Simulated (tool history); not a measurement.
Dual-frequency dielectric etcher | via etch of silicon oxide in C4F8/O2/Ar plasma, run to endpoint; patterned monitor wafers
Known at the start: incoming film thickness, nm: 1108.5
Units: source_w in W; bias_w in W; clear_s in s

{"run": 1, "hour": 0.0, "source_w": 2350, "bias_w": 2399, "clear_s": 214.58}
{"run": 2, "hour": 8.6, "source_w": 2560, "bias_w": 2399, "clear_s": 202.74}
{"run": 3, "hour": 16.9, "source_w": 2830, "bias_w": 2399, "clear_s": 191.73}
{"run": 4, "hour": 21.3, "source_w": 2550, "bias_w": 2399, "clear_s": 203.62}
{"run": 5, "hour": 30.0, "source_w": 2930, "bias_w": 2399, "clear_s": 189.49}
{"run": 6, "hour": 38.4, "source_w": 2480, "bias_w": 2331, "clear_s": 207.97}

Run 7 comes next. What will it give?
{"run": 7, "hour": 42.8, "source_w": 2190, "bias_w": 2281, "clear_s": "?"}

{"run 7": {"clear_s": 227.1}}

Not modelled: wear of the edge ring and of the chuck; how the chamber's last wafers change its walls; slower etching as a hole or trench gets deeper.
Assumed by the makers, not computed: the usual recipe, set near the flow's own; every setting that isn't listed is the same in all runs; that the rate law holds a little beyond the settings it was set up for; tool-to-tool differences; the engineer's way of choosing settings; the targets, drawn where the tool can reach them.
